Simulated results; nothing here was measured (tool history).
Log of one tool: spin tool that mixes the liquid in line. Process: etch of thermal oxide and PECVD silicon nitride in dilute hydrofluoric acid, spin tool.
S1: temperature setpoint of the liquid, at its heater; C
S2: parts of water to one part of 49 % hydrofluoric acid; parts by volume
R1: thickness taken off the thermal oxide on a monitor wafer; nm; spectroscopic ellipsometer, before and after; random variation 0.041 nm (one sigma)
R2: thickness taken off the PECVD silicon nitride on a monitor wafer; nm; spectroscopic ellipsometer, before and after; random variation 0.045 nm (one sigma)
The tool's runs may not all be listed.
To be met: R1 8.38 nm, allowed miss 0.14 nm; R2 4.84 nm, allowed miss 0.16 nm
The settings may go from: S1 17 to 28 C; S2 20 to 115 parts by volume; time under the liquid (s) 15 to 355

{"run": 1, "hour": 0.0, "S1": 20, "S2": 65, "time under the liquid (s)": 180, "R1": 12.141, "R2": 7.9647}
{"run": 2, "hour": 1.7, "S1": 20, "S2": 80, "time under the liquid (s)": 180, "R1": 9.7089, "R2": 6.5252}
{"run": 3, "hour": 5.5, "S1": 20, "S2": 80, "time under the liquid (s)": 140, "R1": 7.4618, "R2": 4.9885}
{"run": 4, "hour": 11.0, "S1": 20, "S2": 70, "time under the liquid (s)": 140, "R1": 8.5982, "R2": 5.6937}
{"run": 5, "hour": 16.4, "S1": 19, "S2": 65, "time under the liquid (s)": 140, "R1": 8.9608, "R2": 5.6548}
{"run": 6, "hour": 22.8, "S1": 19, "S2": 65, "time under the liquid (s)": 75, "R1": 4.7709, "R2": 3.095}
{"run": 7, "hour": 25.1, "S1": 19, "S2": 50, "time under the liquid (s)": 75, "R1": 6.3794, "R2": 3.9536}
{"run": 8, "hour": 30.3, "S1": 18.5, "S2": 30, "time under the liquid (s)": 60, "R1": 8.4446, "R2": 5.0823}

Which of these 4 next moves meets every target?
{"run": "A", "hour": 35.5, "S1": 17, "S2": 40, "time under the liquid (s)": 85, "R1": "?", "R2": "?"}
{"run": "B", "hour": 35.5, "S1": 21.5, "S2": 50, "time under the liquid (s)": 90, "R1": "?", "R2": "?"}
{"run": "C", "hour": 35.5, "S1": 22.5, "S2": 45, "time under the liquid (s)": 75, "R1": "?", "R2": "?"}
{"run": "D", "hour": 35.5, "S1": 20, "S2": 40, "time under the liquid (s)": 75, "R1": "?", "R2": "?"}

move=A R1=8.3044 R2=4.8204
move=B R1=8.4409 R2=5.6369
move=C R1=8.1992 R2=5.5746
move=D R1=8.3451 R2=5.2572
A: meets every target
B: further off than the last run
C: further off than the last run
D: further off than the last run
Move A is the one to make.
